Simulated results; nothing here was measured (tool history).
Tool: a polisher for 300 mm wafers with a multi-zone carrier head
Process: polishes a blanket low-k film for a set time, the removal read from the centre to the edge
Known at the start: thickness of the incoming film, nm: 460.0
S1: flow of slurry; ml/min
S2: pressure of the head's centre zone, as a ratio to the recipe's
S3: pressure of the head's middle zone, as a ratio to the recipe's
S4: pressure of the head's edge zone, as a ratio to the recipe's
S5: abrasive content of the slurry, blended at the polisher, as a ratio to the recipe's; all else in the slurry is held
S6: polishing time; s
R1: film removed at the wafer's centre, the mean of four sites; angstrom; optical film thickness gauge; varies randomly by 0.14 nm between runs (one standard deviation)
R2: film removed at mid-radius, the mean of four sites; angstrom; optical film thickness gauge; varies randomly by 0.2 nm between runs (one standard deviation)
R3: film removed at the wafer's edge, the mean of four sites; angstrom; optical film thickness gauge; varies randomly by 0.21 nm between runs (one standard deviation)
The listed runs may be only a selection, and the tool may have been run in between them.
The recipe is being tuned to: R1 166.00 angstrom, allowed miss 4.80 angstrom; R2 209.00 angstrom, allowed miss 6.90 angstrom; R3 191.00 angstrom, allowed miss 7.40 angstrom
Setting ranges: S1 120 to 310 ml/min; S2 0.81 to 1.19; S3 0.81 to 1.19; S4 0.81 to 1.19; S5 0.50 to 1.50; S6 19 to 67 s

{"run": 1, "day": 0.0, "S1": 200, "S2": 1.0, "S3": 1.0, "S4": 1.0, "S5": 1.0, "S6": 43, "R1": 190.27, "R2": 192.65, "R3": 188.02}
{"run": 2, "day": 0.025, "S1": 200, "S2": 1.0, "S3": 1.0, "S4": 1.0, "S5": 0.85, "S6": 43, "R1": 172.98, "R2": 176.25, "R3": 170.47}
{"run": 3, "day": 0.296, "S1": 200, "S2": 1.0, "S3": 1.0, "S4": 0.94, "S5": 0.85, "S6": 43, "R1": 172.35, "R2": 176.24, "R3": 164.63}
{"run": 4, "day": 0.608, "S1": 200, "S2": 1.0, "S3": 1.0, "S4": 0.94, "S5": 0.75, "S6": 43, "R1": 161.98, "R2": 164.88, "R3": 152.13}
{"run": 5, "day": 0.712, "S1": 245, "S2": 1.0, "S3": 1.0, "S4": 0.94, "S5": 0.75, "S6": 43, "R1": 162.52, "R2": 164.51, "R3": 157.52}
{"run": 6, "day": 0.829, "S1": 245, "S2": 1.0, "S3": 1.0, "S4": 1.01, "S5": 0.75, "S6": 43, "R1": 160.34, "R2": 167.11, "R3": 160.26}
{"run": 7, "day": 1.121, "S1": 250, "S2": 0.98, "S3": 1.03, "S4": 1.04, "S5": 0.8, "S6": 43, "R1": 165.88, "R2": 175.43, "R3": 169.9}
{"run": 8, "day": 1.25, "S1": 250, "S2": 0.95, "S3": 1.07, "S4": 1.06, "S5": 0.85, "S6": 43, "R1": 170.35, "R2": 189.95, "R3": 178.79}
{"run": 9, "day": 1.275, "S1": 250, "S2": 0.93, "S3": 1.09, "S4": 1.08, "S5": 0.85, "S6": 43, "R1": 166.35, "R2": 193.69, "R3": 178.21}
{"run": 10, "day": 1.596, "S1": 270, "S2": 0.88, "S3": 1.12, "S4": 1.18, "S5": 0.95, "S6": 43, "R1": 167.63, "R2": 211.81, "R3": 200.62}

Exercise: of the 5 proposed moves below, exactly one satisfies all targets within the stated allowed misses. Which move is it?
{"run": "A", "day": 1.917, "S1": 295, "S2": 0.88, "S3": 1.05, "S4": 1.12, "S5": 0.75, "S6": 48, "R1": "?", "R2": "?", "R3": "?"}
{"run": "B", "day": 1.917, "S1": 310, "S2": 0.97, "S3": 1.14, "S4": 1.14, "S5": 0.75, "S6": 48, "R1": "?", "R2": "?", "R3": "?"}
{"run": "C", "day": 1.917, "S1": 250, "S2": 0.92, "S3": 1.07, "S4": 1.19, "S5": 0.85, "S6": 44, "R1": "?", "R2": "?", "R3": "?"}
{"run": "D", "day": 1.917, "S1": 220, "S2": 0.99, "S3": 1.03, "S4": 1.14, "S5": 0.75, "S6": 49, "R1": "?", "R2": "?", "R3": "?"}
{"run": "E", "day": 1.917, "S1": 260, "S2": 0.89, "S3": 1.14, "S4": 1.15, "S5": 1.2, "S6": 37, "R1": "?", "R2": "?", "R3": "?"}

move=A R1=166.47 R2=196.07 R3=190.00
move=B R1=181.88 R2=211.15 R3=191.87
move=C R1=168.64 R2=194.57 R3=191.35
move=D R1=182.42 R2=191.58 R3=191.63
move=E R1=165.77 R2=207.58 R3=190.01
A: puts the biggest miss on target and leaves a different result outside tolerance
B: puts the biggest miss on target and leaves a different result outside tolerance
C: puts the biggest miss on target and leaves a different result outside tolerance
D: puts the biggest miss on target and leaves a different result outside tolerance
E: every result lands within tolerance
Go with E: it meets all targets.
